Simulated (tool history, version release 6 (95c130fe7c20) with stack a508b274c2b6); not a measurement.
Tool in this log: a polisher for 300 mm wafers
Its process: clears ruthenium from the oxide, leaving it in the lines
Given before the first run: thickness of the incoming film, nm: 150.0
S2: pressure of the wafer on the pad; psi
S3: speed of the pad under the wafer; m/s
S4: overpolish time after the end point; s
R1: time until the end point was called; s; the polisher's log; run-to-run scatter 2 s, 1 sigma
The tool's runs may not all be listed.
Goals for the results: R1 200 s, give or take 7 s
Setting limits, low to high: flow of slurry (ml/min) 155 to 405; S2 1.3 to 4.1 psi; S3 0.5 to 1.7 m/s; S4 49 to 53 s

Run 1, day 0: flow of slurry (ml/min) 260, S2 2.7 psi, S3 1.1 m/s, S4 49 s. Result: R1 87.959 s.
Run 2, day 0.1: flow of slurry (ml/min) 260, S2 2.7 psi, S3 1.1 m/s, S4 49 s. Result: R1 88.809 s.
Run 3, day 0.333: flow of slurry (ml/min) 255, S2 2.2 psi, S3 1 m/s, S4 49 s. Result: R1 118.54 s.
Run 4, day 0.4: flow of slurry (ml/min) 255, S2 1.9 psi, S3 0.94 m/s, S4 49 s. Result: R1 146.17 s.
Run 5, day 0.717: flow of slurry (ml/min) 255, S2 2.5 psi, S3 0.94 m/s, S4 49 s. Result: R1 109.71 s.
Run 6, day 0.942: flow of slurry (ml/min) 255, S2 2.1 psi, S3 0.92 m/s, S4 49 s. Result: R1 133.65 s.
Run 7, day 1.258: flow of slurry (ml/min) 250, S2 1.4 psi, S3 0.84 m/s, S4 49 s. Result: R1 208.92 s.
Run 8, day 1.325: flow of slurry (ml/min) 255, S2 1.4 psi, S3 0.84 m/s, S4 49 s. Result: R1 209.49 s.

Of the 5 settings listed for the next run, only one would bring every result within its allowed miss of target. Which one?
Run A, day 1.392: flow of slurry (ml/min) 265, S2 1.5 psi, S3 0.74 m/s, S4 49 s. Result: R1 ?.
Run B, day 1.392: flow of slurry (ml/min) 195, S2 1.5 psi, S3 0.76 m/s, S4 50 s. Result: R1 ?.
Run C, day 1.392: flow of slurry (ml/min) 275, S2 1.3 psi, S3 0.8 m/s, S4 53 s. Result: R1 ?.
Run D, day 1.392: flow of slurry (ml/min) 155, S2 1.9 psi, S3 0.68 m/s, S4 49 s. Result: R1 ?.
Run E, day 1.392: flow of slurry (ml/min) 245, S2 1.4 psi, S3 0.8 m/s, S4 49 s. Result: R1 ?.

move      R1
   A  222.13
   B  223.69
   C  236.99
   D  201.56
   E   223.3
A: its largest miss is bigger than the last run's
B: its largest miss is bigger than the last run's
C: its largest miss is bigger than the last run's
D: hits every target within its allowed miss
E: its largest miss is bigger than the last run's
So the answer is move D, the one that meets all the targets.

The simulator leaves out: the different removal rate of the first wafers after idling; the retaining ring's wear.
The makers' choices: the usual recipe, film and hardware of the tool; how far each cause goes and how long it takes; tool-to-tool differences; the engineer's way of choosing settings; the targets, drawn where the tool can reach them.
